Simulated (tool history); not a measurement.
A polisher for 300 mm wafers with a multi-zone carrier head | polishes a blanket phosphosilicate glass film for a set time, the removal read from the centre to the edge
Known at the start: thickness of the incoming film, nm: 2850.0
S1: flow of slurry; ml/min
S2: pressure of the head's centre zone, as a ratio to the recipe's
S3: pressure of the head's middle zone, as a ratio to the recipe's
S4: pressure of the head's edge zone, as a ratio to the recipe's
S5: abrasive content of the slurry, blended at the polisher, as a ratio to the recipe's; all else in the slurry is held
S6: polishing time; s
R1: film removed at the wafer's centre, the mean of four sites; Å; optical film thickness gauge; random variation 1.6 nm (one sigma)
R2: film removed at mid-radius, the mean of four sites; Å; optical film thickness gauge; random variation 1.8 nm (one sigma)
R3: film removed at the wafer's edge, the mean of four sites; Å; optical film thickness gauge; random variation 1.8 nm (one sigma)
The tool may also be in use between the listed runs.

run	day	S1	S2	S3	S4	S5	S6	R1	R2	R3
1	0.000	230	1.00	1.00	1.00	1.00	38	2264.1	2270.1	2229.4
2	0.179	195	1.00	1.00	1.00	1.00	38	2249.6	2206.6	2161.6
3	0.412	195	1.00	1.06	1.00	1.00	38	2201.8	2317.0	2163.7
4	0.538	190	0.98	1.05	0.98	0.90	37	2073.1	2127.6	1970.1
5	0.812	195	0.95	1.05	0.99	0.80	36	1805.3	2010.6	1867.2
6	1.146	190	0.94	1.03	0.97	0.75	36	1777.3	1910.2	1829.0
7	1.250	185	0.93	1.03	0.96	0.70	36	1686.1	1839.6	1739.6

The next listed run, before its measurement:
8	1.433	170	0.86	0.95	0.86	0.55	36	?	?	?

{"run 8": {"R1": 1384.1, "R2": 1496.6, "R3": 1433.4}}
